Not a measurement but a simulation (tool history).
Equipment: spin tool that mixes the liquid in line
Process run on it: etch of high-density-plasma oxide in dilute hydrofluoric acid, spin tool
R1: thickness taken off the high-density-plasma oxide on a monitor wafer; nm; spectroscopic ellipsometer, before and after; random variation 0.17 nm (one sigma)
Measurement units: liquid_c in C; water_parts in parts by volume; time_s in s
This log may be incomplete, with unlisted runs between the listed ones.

Run 1, hour 0: liquid_c 22 C, water_parts 120 parts by volume, time_s 300 s. Result: R1 11.677 nm.
Run 2, hour 8.4: liquid_c 23 C, water_parts 110 parts by volume, time_s 300 s. Result: R1 13.078 nm.
Run 3, hour 9.3: liquid_c 25 C, water_parts 110 parts by volume, time_s 300 s. Result: R1 14.327 nm.
Run 4, hour 14.4: liquid_c 27 C, water_parts 110 parts by volume, time_s 300 s. Result: R1 15.491 nm.
Run 5, hour 21.1: liquid_c 27.5 C, water_parts 105 parts by volume, time_s 300 s. Result: R1 16.609 nm.
Run 6, hour 28.4: liquid_c 28 C, water_parts 100 parts by volume, time_s 300 s. Result: R1 17.828 nm.
Run 7, hour 30.4: liquid_c 28.5 C, water_parts 95 parts by volume, time_s 300 s. Result: R1 19.47 nm.
Run 8, hour 33.9: liquid_c 28.5 C, water_parts 90 parts by volume, time_s 300 s. Result: R1 20.266 nm.
Run 9, hour 38.8: liquid_c 28.5 C, water_parts 90 parts by volume, time_s 300 s. Result: R1 20.61 nm.
Run 10, hour 41.2: liquid_c 30 C, water_parts 60 parts by volume, time_s 300 s. Result: R1 33.878 nm.

Predict the results of run 11:
At hour 48: hydrofluoric acid flow meter replaced.
Run 11, hour 48: liquid_c 29 C, water_parts 60 parts by volume, time_s 300 s. Result: R1 ?.

{"run 11": {"R1": 30.684}}
